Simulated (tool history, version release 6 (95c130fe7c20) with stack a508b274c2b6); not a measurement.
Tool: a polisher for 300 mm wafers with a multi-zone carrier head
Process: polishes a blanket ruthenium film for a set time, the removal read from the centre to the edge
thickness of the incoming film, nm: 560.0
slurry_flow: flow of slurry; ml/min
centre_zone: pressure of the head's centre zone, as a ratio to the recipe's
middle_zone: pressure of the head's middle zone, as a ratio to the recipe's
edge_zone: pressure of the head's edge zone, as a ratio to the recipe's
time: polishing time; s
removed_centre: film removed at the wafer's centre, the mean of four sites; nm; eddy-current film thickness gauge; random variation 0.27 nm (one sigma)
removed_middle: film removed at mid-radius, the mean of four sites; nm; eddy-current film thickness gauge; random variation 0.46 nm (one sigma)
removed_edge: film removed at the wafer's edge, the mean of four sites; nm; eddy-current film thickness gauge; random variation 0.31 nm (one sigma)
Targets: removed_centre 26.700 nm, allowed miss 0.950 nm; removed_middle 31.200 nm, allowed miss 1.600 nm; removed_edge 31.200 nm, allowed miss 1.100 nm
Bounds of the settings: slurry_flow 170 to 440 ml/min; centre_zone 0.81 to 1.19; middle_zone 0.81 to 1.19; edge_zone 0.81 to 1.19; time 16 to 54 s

run	hour	slurry_flow	centre_zone	middle_zone	edge_zone	time	removed_centre	removed_middle	removed_edge
1	0.0	280	1.00	1.00	1.00	35	53.970	53.686	52.350
2	1.8	275	0.97	0.99	1.00	33	48.558	51.101	50.123
3	2.5	275	0.97	0.99	1.07	33	48.955	49.800	51.438
4	6.4	275	0.96	0.98	1.06	31	45.830	46.869	48.151
5	13.9	275	0.96	0.98	0.98	31	45.678	46.521	45.736
6	20.4	320	0.96	0.98	0.98	31	46.695	47.659	46.725
7	22.1	310	0.94	0.97	0.97	29	41.775	43.875	43.890
8	25.9	305	0.93	0.96	0.95	28	40.437	41.758	42.636
9	33.8	305	0.92	0.96	0.94	27	38.602	40.671	40.121
10	35.6	300	0.90	0.96	0.94	26	35.599	38.560	38.532
11	38.8	290	0.89	0.95	0.93	26	35.997	38.892	37.998
12	46.0	290	0.88	0.95	0.93	25	34.234	37.402	36.951
13	53.1	290	0.88	0.95	0.93	25	34.276	37.299	36.777
14	55.8	290	0.87	0.95	0.93	24	32.752	35.133	34.870
15	64.5	300	0.86	0.96	0.95	23	30.821	34.032	33.774
16	71.3	300	0.85	0.96	0.96	23	30.633	35.020	33.901
17	79.2	300	0.84	0.96	0.97	23	30.205	33.895	34.658
18	84.0	295	0.84	0.96	0.97	23	29.940	35.256	34.128
19	86.3	295	0.84	0.95	0.97	23	30.466	33.937	33.636
20	93.0	300	0.84	0.95	0.98	23	29.958	34.286	34.256
21	99.3	295	0.82	0.94	0.98	22	27.659	32.209	33.559
22	105.8	295	0.82	0.94	0.97	22	28.122	32.665	32.723

Which of these 5 next moves meets every target?
A	112.3	280	0.83	0.95	0.96	21	?	?	?
B	112.3	300	0.85	0.84	1.00	22	?	?	?
C	112.3	245	0.83	0.95	0.97	25	?	?	?
D	112.3	260	0.92	0.96	0.98	21	?	?	?
E	112.3	410	0.87	0.93	0.98	21	?	?	?

move	removed_centre	removed_middle	removed_edge
A	27.158	31.283	31.336
B	29.343	29.817	33.618
C	31.742	36.628	36.992
D	29.739	31.264	31.380
E	29.560	31.832	32.477
A: meets every target
B: further off than the last run
C: further off than the last run
D: further off than the last run
E: further off than the last run
Answer: A
